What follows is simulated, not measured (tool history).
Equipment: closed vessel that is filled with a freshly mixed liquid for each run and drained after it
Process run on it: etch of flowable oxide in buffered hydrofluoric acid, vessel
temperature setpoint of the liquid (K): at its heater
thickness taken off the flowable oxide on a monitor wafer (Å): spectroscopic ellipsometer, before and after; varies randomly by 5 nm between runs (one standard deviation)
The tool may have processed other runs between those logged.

run    day  temperature setpoint of the liquid (K)  parts of 40 % ammonium fluoride to one part of 49 % hydrofluoric acid (parts by volume)  time in the liquid (s)  thickness taken off the flowable oxide on a monitor wafer (Å)
  1  0.000                                  296.15                                                                                     13.0                     100                                                         2571.8
  2  0.233                                  298.15                                                                                     11.0                     100                                                         3371.3
  3  0.396                                  299.65                                                                                     10.0                     100                                                         4000.4
  4  0.512                                  300.65                                                                                      9.0                     100                                                         4710.1
  5  0.762                                  300.65                                                                                     12.0                     100                                                         3573.0
  6  1.054                                  298.15                                                                                     12.0                     100                                                         3093.3
  7  1.421                                  299.65                                                                                     10.5                     100                                                         3818.7

Expected results for the next run?
  8  1.492                                  300.65                                                                                      9.5                     100                                                              ?

Run 8 yielded thickness taken off the flowable oxide on a monitor wafer (Å) 4442.9.
